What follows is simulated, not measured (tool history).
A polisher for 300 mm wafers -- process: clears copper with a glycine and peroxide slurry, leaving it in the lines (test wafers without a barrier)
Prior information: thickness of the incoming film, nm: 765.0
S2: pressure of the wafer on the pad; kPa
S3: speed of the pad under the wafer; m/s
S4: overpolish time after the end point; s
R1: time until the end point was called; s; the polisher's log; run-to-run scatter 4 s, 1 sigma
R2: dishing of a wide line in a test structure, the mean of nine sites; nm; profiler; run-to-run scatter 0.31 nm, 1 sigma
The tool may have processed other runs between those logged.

{"run": 1, "hour": 0.0, "flow of slurry (ml/min)": 290, "S2": 18.6, "S3": 0.82, "S4": 23, "R1": 195.29, "R2": 51.991}
{"run": 2, "hour": 7.3, "flow of slurry (ml/min)": 290, "S2": 17.2, "S3": 0.82, "S4": 23, "R1": 210.11, "R2": 49.956}
{"run": 3, "hour": 8.2, "flow of slurry (ml/min)": 290, "S2": 17.2, "S3": 0.82, "S4": 28, "R1": 217.22, "R2": 57.948}
{"run": 4, "hour": 15.2, "flow of slurry (ml/min)": 285, "S2": 17.2, "S3": 0.8, "S4": 24, "R1": 207.26, "R2": 51.986}
{"run": 5, "hour": 16.7, "flow of slurry (ml/min)": 280, "S2": 16.5, "S3": 0.76, "S4": 21, "R1": 222.86, "R2": 43.871}
{"run": 6, "hour": 22.9, "flow of slurry (ml/min)": 320, "S2": 16.5, "S3": 0.76, "S4": 21, "R1": 228.14, "R2": 44.4}
{"run": 7, "hour": 27.1, "flow of slurry (ml/min)": 295, "S2": 16.5, "S3": 0.76, "S4": 18, "R1": 229.72, "R2": 38.179}
{"run": 8, "hour": 31.9, "flow of slurry (ml/min)": 270, "S2": 17.9, "S3": 0.82, "S4": 7, "R1": 207.09, "R2": 18.756}
{"run": 9, "hour": 33.9, "flow of slurry (ml/min)": 270, "S2": 17.9, "S3": 0.82, "S4": 7, "R1": 204.69, "R2": 18.905}
{"hour": 42.2, "done": "worn pad replaced by a new one"}
{"run": 10, "hour": 42.2, "flow of slurry (ml/min)": 290, "S2": 17.9, "S3": 0.8, "S4": 8, "R1": 185.34, "R2": 23.103}
{"run": 11, "hour": 43.7, "flow of slurry (ml/min)": 295, "S2": 17.9, "S3": 0.76, "S4": 8, "R1": 193.68, "R2": 22.98}
{"run": 12, "hour": 45.0, "flow of slurry (ml/min)": 300, "S2": 17.9, "S3": 0.72, "S4": 8, "R1": 195.83, "R2": 22.075}
{"run": 13, "hour": 50.7, "flow of slurry (ml/min)": 310, "S2": 17.2, "S3": 0.72, "S4": 8, "R1": 196.86, "R2": 20.903}
{"run": 14, "hour": 57.6, "flow of slurry (ml/min)": 300, "S2": 17.2, "S3": 0.74, "S4": 9, "R1": 201.38, "R2": 24.318}

Predict the results of run 15:
{"run": 15, "hour": 64.4, "flow of slurry (ml/min)": 305, "S2": 17.2, "S3": 0.72, "S4": 9, "R1": "?", "R2": "?"}

R1: 203.28 s
R2: 23.914 nm
